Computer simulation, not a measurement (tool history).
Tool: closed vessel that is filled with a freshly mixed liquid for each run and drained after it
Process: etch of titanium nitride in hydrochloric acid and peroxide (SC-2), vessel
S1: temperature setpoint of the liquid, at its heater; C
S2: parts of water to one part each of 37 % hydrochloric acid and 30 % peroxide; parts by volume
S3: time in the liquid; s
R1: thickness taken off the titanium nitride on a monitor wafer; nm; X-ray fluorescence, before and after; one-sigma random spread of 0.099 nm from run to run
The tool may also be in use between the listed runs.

run	hour	S1	S2	S3	R1
1	0.0	52.0	6.5	240	7.6686
2	5.2	56.5	6.5	240	10.3310
3	8.5	56.5	6.5	155	6.6549
4	12.1	50.0	6.5	155	4.3344
5	13.6	50.0	8.0	155	3.7239
6	15.8	55.0	8.0	155	5.0257
7	20.7	63.0	7.0	155	9.2515

Run 8 comes next. What will it give?
# hour 27.2: thermometer replaced
8	27.2	64.5	7.0	155	?

R1: 8.7880 nm
